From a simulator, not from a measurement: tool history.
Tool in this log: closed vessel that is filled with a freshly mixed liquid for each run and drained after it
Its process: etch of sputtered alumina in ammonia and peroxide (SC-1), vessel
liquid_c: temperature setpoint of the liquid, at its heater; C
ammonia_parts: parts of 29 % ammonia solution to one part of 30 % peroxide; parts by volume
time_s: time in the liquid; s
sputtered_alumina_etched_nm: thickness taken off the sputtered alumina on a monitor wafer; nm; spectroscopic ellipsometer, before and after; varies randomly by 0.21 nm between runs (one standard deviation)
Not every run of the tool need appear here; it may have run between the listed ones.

run	hour	liquid_c	ammonia_parts	time_s	sputtered_alumina_etched_nm
1	0	55	1	285	14.988
2	1.1	56	1	285	16.25
3	4.2	57	1	285	17.068
4	5.8	58	1	285	17.923
5	9.4	58	1.15	285	18.025
6	14.4	58.5	1.15	285	18.613

For run 7, what comes out?
7	22.5	59	1.15	285	?

sputtered_alumina_etched_nm: 18.807 nm
